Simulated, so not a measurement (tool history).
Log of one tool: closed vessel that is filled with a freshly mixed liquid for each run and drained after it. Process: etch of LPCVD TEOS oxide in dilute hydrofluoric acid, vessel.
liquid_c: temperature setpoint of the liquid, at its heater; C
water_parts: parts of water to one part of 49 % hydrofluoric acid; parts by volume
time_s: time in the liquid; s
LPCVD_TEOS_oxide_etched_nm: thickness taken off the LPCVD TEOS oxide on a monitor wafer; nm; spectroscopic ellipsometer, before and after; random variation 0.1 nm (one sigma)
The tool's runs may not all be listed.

run	hour	liquid_c	water_parts	time_s	LPCVD_TEOS_oxide_etched_nm
1	0	26	160	150	20.688
2	3.5	26	205	150	15.25
3	8.3	24.5	205	150	14.481
4	17.1	25	205	150	14.772
5	22.7	25	205	150	14.751
6	25.9	25	240	150	12.134
7	26.9	26	240	150	12.614
8	34.3	26.5	240	150	12.774
9	43.6	27	240	150	12.844

Run 10 comes next. What will it give?
10	52	27.5	240	150	?

LPCVD_TEOS_oxide_etched_nm: 13.169 nm
